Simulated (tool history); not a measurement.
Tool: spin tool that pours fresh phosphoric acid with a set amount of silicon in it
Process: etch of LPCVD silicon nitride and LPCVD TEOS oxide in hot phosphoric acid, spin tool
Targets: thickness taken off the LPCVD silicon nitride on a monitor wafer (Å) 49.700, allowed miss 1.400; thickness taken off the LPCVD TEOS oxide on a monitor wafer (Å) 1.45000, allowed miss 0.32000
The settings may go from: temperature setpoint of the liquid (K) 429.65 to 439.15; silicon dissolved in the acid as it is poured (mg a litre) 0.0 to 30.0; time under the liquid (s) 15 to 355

run,day,temperature setpoint of the liquid (K),silicon dissolved in the acid as it is poured (mg a litre),time under the liquid (s),thickness taken off the LPCVD silicon nitride on a monitor wafer (Å),thickness taken off the LPCVD TEOS oxide on a monitor wafer (Å)
1,0.000,434.15,13.0,180,157.410,3.82060
2,0.179,433.15,11.0,150,125.210,3.33210
3,0.408,434.65,11.0,150,133.390,3.83700
4,0.546,433.15,11.0,150,126.510,3.19700
5,0.829,433.15,5.5,150,126.890,3.17480
6,0.867,433.15,0.0,150,127.720,3.75650
7,1.150,432.65,0.0,125,103.710,3.27220
8,1.288,430.15,8.5,35,26.683,0.56502
9,1.596,431.15,8.0,35,27.749,0.74460
10,1.921,431.65,7.5,40,32.272,0.67118
11,2.179,431.65,0.0,120,96.527,2.75090
12,2.371,434.15,8.5,90,79.428,1.90180

4 next moves are on the table. One of them brings every result within its allowed miss. Which?
A,2.562,434.65,12.0,135,?,?
B,2.562,430.65,0.0,65,?,?
C,2.562,434.65,6.0,105,?,?
D,2.562,437.65,23.5,95,?,?

move,thickness taken off the LPCVD silicon nitride on a monitor wafer (Å),thickness taken off the LPCVD TEOS oxide on a monitor wafer (Å)
A,119.290,3.10520
B,50.202,1.42080
C,92.785,2.75220
D,92.719,1.99320
A: further off than the last run
B: meets every target
C: further off than the last run
D: further off than the last run
Answer: B

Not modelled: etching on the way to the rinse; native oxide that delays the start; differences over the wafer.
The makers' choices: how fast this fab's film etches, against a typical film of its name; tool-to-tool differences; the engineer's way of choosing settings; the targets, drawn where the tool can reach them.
